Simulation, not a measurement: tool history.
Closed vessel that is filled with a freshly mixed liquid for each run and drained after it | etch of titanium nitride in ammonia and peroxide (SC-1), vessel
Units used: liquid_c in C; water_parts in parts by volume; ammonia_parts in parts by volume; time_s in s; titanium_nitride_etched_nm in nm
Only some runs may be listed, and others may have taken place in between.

| run | day | liquid_c | water_parts | ammonia_parts | time_s | titanium_nitride_etched_nm |
|---|---|---|---|---|---|---|
| 1 | 0 | 56 | 8 | 0.6 | 30 | 3.7962 |
| 2 | 0.192 | 55.5 | 8 | 0.6 | 30 | 3.6914 |
| 3 | 0.433 | 55 | 8 | 0.6 | 30 | 3.5865 |
| 4 | 0.683 | 54.5 | 8 | 0.6 | 30 | 3.4672 |
| 5 | 0.838 | 54.5 | 8 | 0.6 | 30 | 3.4098 |
| 6 | 0.996 | 54.5 | 9 | 0.6 | 30 | 3.2514 |
| 7 | 1.038 | 54 | 9 | 0.6 | 30 | 3.1351 |

The next listed run, before its measurement:
| 8 | 1.329 | 53.5 | 9 | 0.6 | 30 | ? |

Run 8 measured titanium_nitride_etched_nm 3.0278 nm.
